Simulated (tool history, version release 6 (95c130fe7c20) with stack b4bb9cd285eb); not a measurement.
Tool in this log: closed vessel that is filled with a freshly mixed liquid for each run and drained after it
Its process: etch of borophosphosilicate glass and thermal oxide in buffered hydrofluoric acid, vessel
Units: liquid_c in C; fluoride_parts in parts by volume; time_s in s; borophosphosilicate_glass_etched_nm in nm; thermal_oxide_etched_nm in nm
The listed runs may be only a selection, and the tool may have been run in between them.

| run | hour | liquid_c | fluoride_parts | time_s | borophosphosilicate_glass_etched_nm | thermal_oxide_etched_nm |
|---|---|---|---|---|---|---|
| 1 | 0.0 | 22.0 | 16.5 | 60 | 38.772 | 30.249 |
| 2 | 8.6 | 23.0 | 16.5 | 60 | 40.150 | 31.914 |
| 3 | 16.9 | 23.0 | 16.5 | 80 | 54.279 | 42.573 |
| 4 | 23.1 | 23.0 | 21.0 | 80 | 42.881 | 34.136 |
| 5 | 26.1 | 23.0 | 19.0 | 80 | 46.990 | 37.309 |
| 6 | 32.7 | 24.0 | 19.0 | 80 | 49.274 | 39.173 |
| 7 | 33.5 | 25.0 | 19.0 | 80 | 52.129 | 41.249 |
| 8 | 39.0 | 25.5 | 19.0 | 80 | 53.650 | 42.329 |
| 9 | 40.5 | 26.0 | 19.0 | 80 | 55.046 | 43.658 |
| 10 | 47.1 | 26.5 | 19.0 | 80 | 56.793 | 44.763 |

Run 11, settings as shown, results not yet in. Your forecast:
| 11 | 55.4 | 29.5 | 19.0 | 80 | ? | ? |

borophosphosilicate_glass_etched_nm: 67.903 nm
thermal_oxide_etched_nm: 52.946 nm

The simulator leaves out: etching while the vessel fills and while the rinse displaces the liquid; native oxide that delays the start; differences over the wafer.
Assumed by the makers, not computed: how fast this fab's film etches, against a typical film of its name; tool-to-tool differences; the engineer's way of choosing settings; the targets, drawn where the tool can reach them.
